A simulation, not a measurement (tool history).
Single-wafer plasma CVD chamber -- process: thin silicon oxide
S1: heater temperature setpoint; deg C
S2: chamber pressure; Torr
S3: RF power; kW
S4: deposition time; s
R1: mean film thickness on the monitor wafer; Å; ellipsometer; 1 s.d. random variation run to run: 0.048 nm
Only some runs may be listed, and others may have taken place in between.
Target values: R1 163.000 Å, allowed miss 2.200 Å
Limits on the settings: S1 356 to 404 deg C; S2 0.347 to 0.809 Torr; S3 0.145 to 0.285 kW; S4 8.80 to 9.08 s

{"run": 1, "hour": 0.0, "S1": 380, "S2": 0.578, "S3": 0.215, "S4": 8.8, "R1": 106.92}
{"run": 2, "hour": 6.0, "S1": 380, "S2": 0.623, "S3": 0.215, "S4": 8.8, "R1": 114.6}
{"run": 3, "hour": 11.6, "S1": 380, "S2": 0.534, "S3": 0.215, "S4": 8.8, "R1": 98.783}
{"run": 4, "hour": 17.6, "S1": 380, "S2": 0.59, "S3": 0.215, "S4": 8.8, "R1": 108.54}
{"run": 5, "hour": 20.5, "S1": 380, "S2": 0.635, "S3": 0.22, "S4": 8.8, "R1": 119.25}
{"run": 6, "hour": 23.8, "S1": 380, "S2": 0.635, "S3": 0.235, "S4": 8.8, "R1": 123.96}
{"hour": 26.9, "done": "RF generator calibrated"}
{"run": 7, "hour": 26.9, "S1": 380, "S2": 0.667, "S3": 0.235, "S4": 8.8, "R1": 135.36}
{"run": 8, "hour": 30.4, "S1": 380, "S2": 0.686, "S3": 0.235, "S4": 8.8, "R1": 138.76}
{"run": 9, "hour": 32.3, "S1": 380, "S2": 0.703, "S3": 0.235, "S4": 8.8, "R1": 142.7}
{"run": 10, "hour": 35.3, "S1": 380, "S2": 0.717, "S3": 0.235, "S4": 8.8, "R1": 145.22}
{"run": 11, "hour": 42.2, "S1": 380, "S2": 0.73, "S3": 0.235, "S4": 8.8, "R1": 148.92}
{"run": 12, "hour": 48.4, "S1": 380, "S2": 0.74, "S3": 0.235, "S4": 8.8, "R1": 150.61}
{"run": 13, "hour": 53.9, "S1": 380, "S2": 0.749, "S3": 0.235, "S4": 8.8, "R1": 151.72}

Exactly one of the 5 candidate moves below puts every result within its allowed miss. Which one?
{"run": "A", "hour": 59.4, "S1": 378, "S2": 0.713, "S3": 0.26, "S4": 8.94, "R1": "?"}
{"run": "B", "hour": 59.4, "S1": 385, "S2": 0.809, "S3": 0.235, "S4": 9.08, "R1": "?"}
{"run": "C", "hour": 59.4, "S1": 380, "S2": 0.76, "S3": 0.24, "S4": 8.87, "R1": "?"}
{"run": "D", "hour": 59.4, "S1": 382, "S2": 0.761, "S3": 0.215, "S4": 8.8, "R1": "?"}
{"run": "E", "hour": 59.4, "S1": 363, "S2": 0.722, "S3": 0.275, "S4": 8.85, "R1": "?"}

move=A R1=157.150
move=B R1=167.520
move=C R1=157.440
move=D R1=144.960
move=E R1=163.940
A: an improvement on the last run, though not all results are within tolerance
B: pushes the last run's worst result past its target
C: an improvement on the last run, though not all results are within tolerance
D: further off than the last run
E: every result within its allowed miss
So the answer is move E, the one that meets all the targets.
